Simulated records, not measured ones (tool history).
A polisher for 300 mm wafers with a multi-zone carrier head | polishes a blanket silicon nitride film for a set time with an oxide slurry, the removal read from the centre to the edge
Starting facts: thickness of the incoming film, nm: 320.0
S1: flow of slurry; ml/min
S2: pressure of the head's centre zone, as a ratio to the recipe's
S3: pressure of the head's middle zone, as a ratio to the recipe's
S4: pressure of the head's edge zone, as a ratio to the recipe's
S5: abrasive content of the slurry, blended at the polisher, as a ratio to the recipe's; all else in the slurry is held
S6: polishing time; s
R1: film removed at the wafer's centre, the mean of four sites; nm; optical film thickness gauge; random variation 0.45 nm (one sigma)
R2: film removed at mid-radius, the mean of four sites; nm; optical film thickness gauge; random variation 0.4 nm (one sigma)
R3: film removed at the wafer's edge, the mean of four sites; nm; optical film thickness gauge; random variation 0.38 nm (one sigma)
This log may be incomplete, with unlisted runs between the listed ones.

| run | hour | S1 | S2 | S3 | S4 | S5 | S6 | R1 | R2 | R3 |
|---|---|---|---|---|---|---|---|---|---|---|
| 1 | 0.0 | 160 | 1.00 | 1.00 | 1.00 | 1.00 | 47 | 35.161 | 37.020 | 35.852 |
| 2 | 3.8 | 170 | 0.99 | 1.02 | 1.03 | 1.00 | 47 | 35.187 | 38.056 | 36.499 |
| 3 | 6.1 | 180 | 0.98 | 1.03 | 1.06 | 1.05 | 47 | 36.336 | 40.410 | 38.752 |
| 4 | 9.7 | 180 | 0.98 | 1.03 | 1.06 | 1.05 | 38 | 29.303 | 31.637 | 31.696 |
| 5 | 10.5 | 180 | 0.98 | 1.03 | 1.00 | 1.05 | 38 | 29.240 | 32.209 | 30.392 |
| 6 | 11.2 | 180 | 0.98 | 1.03 | 0.93 | 1.05 | 38 | 29.551 | 31.957 | 29.324 |
| 7 | 16.0 | 185 | 0.98 | 1.05 | 0.97 | 1.15 | 38 | 30.391 | 34.357 | 31.525 |
| 8 | 24.4 | 190 | 0.99 | 1.06 | 1.00 | 1.20 | 38 | 32.576 | 35.603 | 32.868 |
| 9 | 32.9 | 195 | 0.98 | 1.07 | 1.03 | 1.25 | 38 | 31.496 | 36.808 | 34.217 |
| 10 | 36.0 | 200 | 0.99 | 1.08 | 1.06 | 1.30 | 38 | 33.957 | 37.657 | 35.196 |

Run 11, settings as shown, results not yet in. Your forecast:
| 11 | 40.9 | 200 | 0.89 | 1.10 | 1.13 | 1.50 | 42 | ? | ? | ? |

Run 11 came out at R1 35.612 nm, R2 45.727 nm, R3 42.399 nm.
